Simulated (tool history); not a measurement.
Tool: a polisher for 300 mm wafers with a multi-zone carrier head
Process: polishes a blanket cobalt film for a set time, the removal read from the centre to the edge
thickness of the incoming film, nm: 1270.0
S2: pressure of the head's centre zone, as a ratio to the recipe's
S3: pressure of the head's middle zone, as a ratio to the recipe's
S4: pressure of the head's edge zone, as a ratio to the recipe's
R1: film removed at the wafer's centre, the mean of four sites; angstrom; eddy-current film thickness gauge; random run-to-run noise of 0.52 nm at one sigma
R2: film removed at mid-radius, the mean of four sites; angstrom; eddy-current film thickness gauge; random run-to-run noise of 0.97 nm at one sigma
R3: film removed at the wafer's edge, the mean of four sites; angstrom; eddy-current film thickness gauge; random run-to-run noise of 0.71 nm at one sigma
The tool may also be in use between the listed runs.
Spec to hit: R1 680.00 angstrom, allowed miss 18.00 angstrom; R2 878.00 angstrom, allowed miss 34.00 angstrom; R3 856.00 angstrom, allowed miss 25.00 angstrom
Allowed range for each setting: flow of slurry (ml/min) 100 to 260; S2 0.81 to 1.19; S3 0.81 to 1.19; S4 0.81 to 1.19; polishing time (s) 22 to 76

Run 1, hour 0.0: flow of slurry (ml/min) 165, S2 1.00, S3 1.00, S4 1.00, polishing time (s) 49. Result: R1 1484.80 angstrom, R2 1551.20 angstrom, R3 1410.00 angstrom.
Run 2, hour 5.5: flow of slurry (ml/min) 145, S2 0.94, S3 1.00, S4 1.03, polishing time (s) 41. Result: R1 1128.00 angstrom, R2 1269.40 angstrom, R3 1178.70 angstrom.
Run 3, hour 11.0: flow of slurry (ml/min) 145, S2 0.94, S3 1.06, S4 1.03, polishing time (s) 41. Result: R1 1140.70 angstrom, R2 1311.00 angstrom, R3 1168.50 angstrom.
Run 4, hour 19.9: flow of slurry (ml/min) 145, S2 0.94, S3 1.06, S4 1.03, polishing time (s) 36. Result: R1 1001.10 angstrom, R2 1143.20 angstrom, R3 1022.20 angstrom.
At hour 28.4: edge zone pressure recalibrated.
Run 5, hour 28.4: flow of slurry (ml/min) 130, S2 0.90, S3 1.04, S4 1.05, polishing time (s) 33. Result: R1 854.47 angstrom, R2 1022.30 angstrom, R3 970.79 angstrom.
Run 6, hour 31.7: flow of slurry (ml/min) 130, S2 0.90, S3 1.04, S4 1.05, polishing time (s) 24. Result: R1 624.63 angstrom, R2 734.43 angstrom, R3 715.66 angstrom.
Run 7, hour 38.1: flow of slurry (ml/min) 150, S2 0.88, S3 1.06, S4 1.10, polishing time (s) 24. Result: R1 629.33 angstrom, R2 776.64 angstrom, R3 750.38 angstrom.
Run 8, hour 43.5: flow of slurry (ml/min) 160, S2 0.87, S3 1.06, S4 1.13, polishing time (s) 25. Result: R1 658.60 angstrom, R2 807.25 angstrom, R3 806.36 angstrom.
Run 9, hour 50.3: flow of slurry (ml/min) 170, S2 0.86, S3 1.08, S4 1.14, polishing time (s) 25. Result: R1 652.29 angstrom, R2 837.03 angstrom, R3 804.46 angstrom.
Run 10, hour 57.4: flow of slurry (ml/min) 180, S2 0.86, S3 1.08, S4 1.16, polishing time (s) 25. Result: R1 654.74 angstrom, R2 837.58 angstrom, R3 838.69 angstrom.
Run 11, hour 60.7: flow of slurry (ml/min) 185, S2 0.86, S3 1.09, S4 1.16, polishing time (s) 25. Result: R1 666.05 angstrom, R2 866.70 angstrom, R3 827.31 angstrom.

5 next moves are on the table. One of them brings every result within its allowed miss. Which?
Run A, hour 64.0: flow of slurry (ml/min) 185, S2 0.92, S3 1.13, S4 1.10, polishing time (s) 24. Result: R1 ?, R2 ?, R3 ?.
Run B, hour 64.0: flow of slurry (ml/min) 160, S2 0.82, S3 1.10, S4 1.19, polishing time (s) 26. Result: R1 ?, R2 ?, R3 ?.
Run C, hour 64.0: flow of slurry (ml/min) 235, S2 0.85, S3 1.09, S4 1.19, polishing time (s) 25. Result: R1 ?, R2 ?, R3 ?.
Run D, hour 64.0: flow of slurry (ml/min) 175, S2 0.85, S3 1.19, S4 1.15, polishing time (s) 25. Result: R1 ?, R2 ?, R3 ?.
Run E, hour 64.0: flow of slurry (ml/min) 125, S2 0.88, S3 1.14, S4 1.02, polishing time (s) 27. Result: R1 ?, R2 ?, R3 ?.

move      R1      R2      R3
   A  683.34  845.67  767.27
   B  639.76  872.32  849.50
   C  683.20  884.67  854.65
   D  650.45  912.63  811.26
   E  669.29  882.78  783.48
A: misses by more than the last run did
B: the worst result of the last run now meets its target, but another is out of spec
C: all results land within tolerance of their targets
D: misses by more than the last run did
E: misses by more than the last run did
Answer: C
